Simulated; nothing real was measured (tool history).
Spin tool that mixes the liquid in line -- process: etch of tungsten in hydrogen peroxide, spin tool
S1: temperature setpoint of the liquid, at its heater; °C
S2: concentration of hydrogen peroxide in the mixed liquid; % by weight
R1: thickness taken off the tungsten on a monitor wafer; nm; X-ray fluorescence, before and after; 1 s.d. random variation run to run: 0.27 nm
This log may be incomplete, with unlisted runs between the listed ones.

Run 1, hour 0.0: S1 46.0 °C, S2 19.5 % by weight, time under the liquid (s) 15. Result: R1 30.408 nm.
Run 2, hour 7.7: S1 46.0 °C, S2 19.5 % by weight, time under the liquid (s) 15. Result: R1 30.432 nm.
Run 3, hour 13.5: S1 46.0 °C, S2 19.5 % by weight, time under the liquid (s) 15. Result: R1 30.310 nm.
Run 4, hour 20.8: S1 49.0 °C, S2 19.5 % by weight, time under the liquid (s) 15. Result: R1 36.593 nm.
Run 5, hour 24.1: S1 46.5 °C, S2 19.5 % by weight, time under the liquid (s) 15. Result: R1 31.367 nm.
Run 6, hour 32.3: S1 46.5 °C, S2 16.5 % by weight, time under the liquid (s) 15. Result: R1 28.871 nm.
Run 7, hour 36.4: S1 49.5 °C, S2 16.5 % by weight, time under the liquid (s) 15. Result: R1 34.523 nm.
Run 8, hour 40.9: S1 52.0 °C, S2 16.5 % by weight, time under the liquid (s) 15. Result: R1 40.517 nm.
Run 9, hour 46.2: S1 54.0 °C, S2 16.5 % by weight, time under the liquid (s) 15. Result: R1 45.469 nm.
Run 10, hour 48.4: S1 55.5 °C, S2 16.5 % by weight, time under the liquid (s) 15. Result: R1 50.242 nm.
Run 11, hour 53.5: S1 56.5 °C, S2 16.5 % by weight, time under the liquid (s) 15. Result: R1 53.479 nm.

Forecast run 12:
Run 12, hour 55.2: S1 57.0 °C, S2 16.5 % by weight, time under the liquid (s) 15. Result: R1 ?.

{"run 12": {"R1": 54.241}}
